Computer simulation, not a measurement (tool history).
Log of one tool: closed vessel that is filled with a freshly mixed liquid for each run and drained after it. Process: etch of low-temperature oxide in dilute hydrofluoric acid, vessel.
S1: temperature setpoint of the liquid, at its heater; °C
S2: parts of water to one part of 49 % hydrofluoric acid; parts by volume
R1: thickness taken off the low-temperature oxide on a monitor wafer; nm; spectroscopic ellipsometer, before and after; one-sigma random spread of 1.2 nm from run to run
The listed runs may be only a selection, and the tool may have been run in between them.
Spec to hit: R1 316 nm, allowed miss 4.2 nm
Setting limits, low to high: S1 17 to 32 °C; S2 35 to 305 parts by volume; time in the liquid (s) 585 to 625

Run 1, hour 0: S1 24 °C, S2 170 parts by volume, time in the liquid (s) 585. Result: R1 89.754 nm.
Run 2, hour 7.5: S1 26 °C, S2 135 parts by volume, time in the liquid (s) 585. Result: R1 128.33 nm.
Run 3, hour 12.4: S1 26 °C, S2 135 parts by volume, time in the liquid (s) 625. Result: R1 137.15 nm.
Run 4, hour 18.3: S1 26 °C, S2 135 parts by volume, time in the liquid (s) 585. Result: R1 127.39 nm.
Run 5, hour 26.8: S1 27.5 °C, S2 110 parts by volume, time in the liquid (s) 585. Result: R1 172.49 nm.
Run 6, hour 30.5: S1 24 °C, S2 110 parts by volume, time in the liquid (s) 585. Result: R1 152.04 nm.
Run 7, hour 34.5: S1 28 °C, S2 40 parts by volume, time in the liquid (s) 585. Result: R1 538.66 nm.
Run 8, hour 36.5: S1 25 °C, S2 40 parts by volume, time in the liquid (s) 585. Result: R1 474.85 nm.
Run 9, hour 42.4: S1 21 °C, S2 55 parts by volume, time in the liquid (s) 585. Result: R1 289.69 nm.
Run 10, hour 49: S1 21.5 °C, S2 55 parts by volume, time in the liquid (s) 585. Result: R1 292.85 nm.
Run 11, hour 50.4: S1 24 °C, S2 55 parts by volume, time in the liquid (s) 585. Result: R1 325.05 nm.

4 candidate next runs follow, results not yet known. Just one meets every target within its allowed miss. Identify it.
Run A, hour 51.8: S1 27 °C, S2 60 parts by volume, time in the liquid (s) 600. Result: R1 ?.
Run B, hour 51.8: S1 22 °C, S2 55 parts by volume, time in the liquid (s) 600. Result: R1 ?.
Run C, hour 51.8: S1 32 °C, S2 80 parts by volume, time in the liquid (s) 625. Result: R1 ?.
Run D, hour 51.8: S1 24.5 °C, S2 60 parts by volume, time in the liquid (s) 625. Result: R1 ?.

move      R1
   A  345.64
   B  310.19
   C  316.66
   D  325.77
A: lands further from the targets than the last run did
B: takes the biggest miss from the last run beyond its target
C: every result lands within tolerance
D: lands further from the targets than the last run did
Move C is the one to make.

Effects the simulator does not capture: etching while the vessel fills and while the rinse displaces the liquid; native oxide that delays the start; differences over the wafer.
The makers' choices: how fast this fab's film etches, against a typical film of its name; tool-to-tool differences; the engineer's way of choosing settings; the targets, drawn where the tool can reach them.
